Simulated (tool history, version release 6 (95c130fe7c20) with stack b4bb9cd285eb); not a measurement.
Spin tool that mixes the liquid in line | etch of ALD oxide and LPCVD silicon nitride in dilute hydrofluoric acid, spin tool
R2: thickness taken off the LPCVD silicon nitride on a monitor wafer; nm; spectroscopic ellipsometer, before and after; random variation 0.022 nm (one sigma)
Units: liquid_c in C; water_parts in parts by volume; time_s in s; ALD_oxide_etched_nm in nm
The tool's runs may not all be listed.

run 1 hour=0 | liquid_c=26 water_parts=80 time_s=60 | ALD_oxide_etched_nm=18.31 R2=0.36062
run 2 hour=5.8 | liquid_c=26 water_parts=80 time_s=85 | ALD_oxide_etched_nm=25.943 R2=0.4871
run 3 hour=8.6 | liquid_c=28 water_parts=80 time_s=85 | ALD_oxide_etched_nm=28.347 R2=0.58132
run 4 hour=10.4 | liquid_c=26 water_parts=80 time_s=85 | ALD_oxide_etched_nm=25.676 R2=0.57662
run 5 hour=13.5 | liquid_c=26 water_parts=65 time_s=85 | ALD_oxide_etched_nm=32.996 R2=0.59419
run 6 hour=21.6 | liquid_c=25 water_parts=70 time_s=85 | ALD_oxide_etched_nm=29.504 R2=0.53099

Run 7 comes next. What will it give?
run 7 hour=29.6 | liquid_c=24.5 water_parts=75 time_s=85 | ALD_oxide_etched_nm=? R2=?

Run 7 gave ALD_oxide_etched_nm 26.272 nm, R2 0.45819 nm.
